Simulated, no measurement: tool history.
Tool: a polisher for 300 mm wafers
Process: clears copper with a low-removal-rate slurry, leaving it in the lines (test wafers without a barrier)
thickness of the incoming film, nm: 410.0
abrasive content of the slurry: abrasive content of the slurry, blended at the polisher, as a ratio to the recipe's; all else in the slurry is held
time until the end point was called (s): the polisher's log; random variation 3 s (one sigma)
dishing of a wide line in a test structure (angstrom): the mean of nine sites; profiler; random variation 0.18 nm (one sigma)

run,day,flow of slurry (ml/min),pressure of the wafer on the pad (psi),speed of the pad under the wafer (cm/s),abrasive content of the slurry,overpolish time after the end point (s),time until the end point was called (s),dishing of a wide line in a test structure (angstrom)
1,0.000,170,3.9,102,1.0,29,113.19,175.69
2,0.146,170,3.9,102,1.0,19,114.44,173.11
3,0.217,170,3.9,116,1.0,19,100.89,175.47
4,0.275,170,3.6,110,1.0,18,114.47,168.85
5,0.496,165,3.4,102,1.0,22,129.16,171.85
6,0.675,165,3.2,96,1.0,20,147.29,163.73
7,0.850,160,3.0,92,1.0,24,165.02,166.42
8,0.921,155,2.8,90,1.0,25,178.33,164.16
9,1.271,150,2.7,88,1.0,26,192.19,165.00
10,1.354,145,2.6,86,1.0,26,200.47,162.74
11,1.408,140,2.5,84,1.0,27,214.10,158.98
12,1.517,140,2.4,82,1.0,29,230.75,158.28
13,1.858,145,2.3,82,1.0,31,240.82,160.29
14,2.088,145,2.2,82,1.0,31,250.81,159.25
15,2.421,150,2.0,82,1.0,32,268.98,154.88

Run 16 comes next. What will it give?
16,2.525,145,2.0,82,1.0,33,?,?

time until the end point was called (s): 271.82
dishing of a wide line in a test structure (angstrom): 157.51
